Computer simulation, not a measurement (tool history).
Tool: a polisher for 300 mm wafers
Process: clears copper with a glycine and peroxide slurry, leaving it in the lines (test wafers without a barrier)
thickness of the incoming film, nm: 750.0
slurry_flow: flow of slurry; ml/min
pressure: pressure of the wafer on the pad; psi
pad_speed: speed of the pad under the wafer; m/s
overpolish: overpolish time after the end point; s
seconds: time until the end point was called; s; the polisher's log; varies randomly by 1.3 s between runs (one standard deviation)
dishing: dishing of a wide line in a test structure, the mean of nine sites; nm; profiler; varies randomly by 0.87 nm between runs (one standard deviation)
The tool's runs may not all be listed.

{"run": 1, "day": 0.0, "slurry_flow": 125, "pressure": 2.1, "pad_speed": 1.14, "overpolish": 15, "seconds": 183.96, "dishing": 44.262}
{"run": 2, "day": 0.279, "slurry_flow": 125, "pressure": 2.5, "pad_speed": 1.14, "overpolish": 15, "seconds": 166.33, "dishing": 47.985}
{"run": 3, "day": 0.433, "slurry_flow": 125, "pressure": 2.6, "pad_speed": 1.14, "overpolish": 16, "seconds": 158.97, "dishing": 51.764}
{"run": 4, "day": 0.492, "slurry_flow": 125, "pressure": 2.6, "pad_speed": 1.14, "overpolish": 17, "seconds": 161.51, "dishing": 54.118}
{"run": 5, "day": 0.75, "slurry_flow": 125, "pressure": 2.6, "pad_speed": 1.14, "overpolish": 13, "seconds": 158.41, "dishing": 44.549}
{"run": 6, "day": 0.983, "slurry_flow": 125, "pressure": 2.6, "pad_speed": 1.42, "overpolish": 13, "seconds": 131.58, "dishing": 50.421}

Estimate the outcome of run 7 from the log above:
{"run": 7, "day": 1.229, "slurry_flow": 120, "pressure": 2.6, "pad_speed": 1.42, "overpolish": 15, "seconds": "?", "dishing": "?"}

Run 7 produced seconds 133.38 s, dishing 56.383 nm.

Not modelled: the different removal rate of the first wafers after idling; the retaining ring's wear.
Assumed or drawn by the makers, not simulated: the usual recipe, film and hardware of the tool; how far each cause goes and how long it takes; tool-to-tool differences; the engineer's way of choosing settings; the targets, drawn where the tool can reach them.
